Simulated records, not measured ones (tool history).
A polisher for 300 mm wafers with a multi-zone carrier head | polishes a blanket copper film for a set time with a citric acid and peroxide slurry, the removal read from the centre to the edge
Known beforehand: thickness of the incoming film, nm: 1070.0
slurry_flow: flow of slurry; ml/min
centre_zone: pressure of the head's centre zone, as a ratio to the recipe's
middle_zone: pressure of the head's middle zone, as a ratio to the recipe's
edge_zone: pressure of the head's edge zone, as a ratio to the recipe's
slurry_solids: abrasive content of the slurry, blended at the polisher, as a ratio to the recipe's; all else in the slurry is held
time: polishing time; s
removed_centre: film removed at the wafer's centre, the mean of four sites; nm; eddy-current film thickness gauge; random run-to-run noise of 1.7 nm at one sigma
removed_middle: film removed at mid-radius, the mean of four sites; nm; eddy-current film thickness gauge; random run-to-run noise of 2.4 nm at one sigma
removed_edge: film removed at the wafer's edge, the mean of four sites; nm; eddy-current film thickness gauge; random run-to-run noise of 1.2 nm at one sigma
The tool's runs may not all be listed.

run,hour,slurry_flow,centre_zone,middle_zone,edge_zone,slurry_solids,time,removed_centre,removed_middle,removed_edge
1,0.0,180,1.00,1.00,1.00,1.0,56,122.00,125.82,122.31
2,7.3,195,1.00,1.00,1.00,1.0,56,124.54,124.32,124.49
3,10.1,160,1.00,1.00,1.00,1.0,56,120.21,122.27,119.20
4,13.4,160,1.05,1.00,1.00,1.0,56,124.28,120.85,118.94
5,20.1,180,1.02,1.01,1.05,1.1,58,131.65,130.65,130.33
6,28.7,180,0.96,1.01,1.05,1.1,58,125.02,132.52,131.59

Estimate the outcome of run 7 from the log above:
7,36.9,180,0.96,1.01,1.05,1.1,58,?,?,?

{"run 7": {"removed_centre": 123.23, "removed_middle": 134.57, "removed_edge": 131.86}}
